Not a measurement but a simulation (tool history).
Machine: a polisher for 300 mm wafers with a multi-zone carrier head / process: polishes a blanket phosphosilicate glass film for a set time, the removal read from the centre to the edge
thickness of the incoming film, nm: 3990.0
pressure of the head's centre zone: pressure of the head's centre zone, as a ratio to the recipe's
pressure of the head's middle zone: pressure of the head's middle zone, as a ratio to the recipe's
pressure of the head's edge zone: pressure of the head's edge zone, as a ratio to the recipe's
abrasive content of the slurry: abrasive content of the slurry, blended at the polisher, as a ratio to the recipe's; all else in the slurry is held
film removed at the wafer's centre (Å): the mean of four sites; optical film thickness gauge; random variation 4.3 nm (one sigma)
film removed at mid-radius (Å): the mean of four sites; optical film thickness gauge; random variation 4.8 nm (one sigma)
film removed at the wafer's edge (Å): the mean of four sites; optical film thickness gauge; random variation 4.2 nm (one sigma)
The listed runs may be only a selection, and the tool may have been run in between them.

run,hour,flow of slurry (ml/min),pressure of the head's centre zone,pressure of the head's middle zone,pressure of the head's edge zone,abrasive content of the slurry,polishing time (s),film removed at the wafer's centre (Å),film removed at mid-radius (Å),film removed at the wafer's edge (Å)
1,0,185,1,1,1,1,51,4366.8,4393.3,4330.3
2,8.1,185,0.99,0.98,1.03,1.1,52,4632.3,4620.4,4632.2
3,12.1,185,0.97,0.95,1.06,1.15,53,4664.9,4615.7,4924.8
4,21.1,185,0.97,0.87,1.06,1.15,53,4694.6,4268.8,4983.7
5,22.2,190,0.96,0.88,1.08,1.2,54,4854.9,4545.1,5263.2
6,25.4,190,0.96,0.88,1.08,1.2,46,4115,3849.4,4418.1
7,31.6,190,0.95,0.88,1.09,1.25,48,4382.9,4081.6,4697.7

The next listed run, before its measurement:
8,40.2,200,0.85,0.9,1.19,1.5,59,?,?,?

film removed at the wafer's centre (Å): 5216.6
film removed at mid-radius (Å): 5559.4
film removed at the wafer's edge (Å): 6553.5
